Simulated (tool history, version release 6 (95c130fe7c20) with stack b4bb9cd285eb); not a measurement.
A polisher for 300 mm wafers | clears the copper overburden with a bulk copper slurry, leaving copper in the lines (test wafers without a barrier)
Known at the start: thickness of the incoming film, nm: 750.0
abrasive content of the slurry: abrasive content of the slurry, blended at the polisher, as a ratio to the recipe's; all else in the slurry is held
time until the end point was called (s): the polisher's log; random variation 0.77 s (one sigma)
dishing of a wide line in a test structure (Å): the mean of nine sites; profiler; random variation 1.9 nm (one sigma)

run,day,flow of slurry (ml/min),pressure of the wafer on the pad (psi),speed of the pad under the wafer (cm/s),abrasive content of the slurry,overpolish time after the end point (s),time until the end point was called (s),dishing of a wide line in a test structure (Å)
1,0.000,195,2.1,108,1.0,14,92.043,572.18
2,0.158,195,2.1,108,1.0,19,91.630,687.30
3,0.375,195,2.4,110,1.0,17,82.195,722.96
4,0.421,155,2.4,110,1.0,17,81.778,697.32
5,0.500,155,2.6,114,1.0,16,74.374,719.51
6,0.538,155,2.6,90,1.0,16,87.788,672.44
7,0.617,155,2.8,100,1.0,15,76.077,714.82
8,0.829,155,2.9,106,1.0,14,69.970,728.41

Forecast run 9:
# day 1.204: slurry blender recalibrated
9,1.204,155,3.0,112,1.0,13,?,?

{"run 9": {"time until the end point was called (s)": 58.314, "dishing of a wide line in a test structure (Å)": 741.98}}

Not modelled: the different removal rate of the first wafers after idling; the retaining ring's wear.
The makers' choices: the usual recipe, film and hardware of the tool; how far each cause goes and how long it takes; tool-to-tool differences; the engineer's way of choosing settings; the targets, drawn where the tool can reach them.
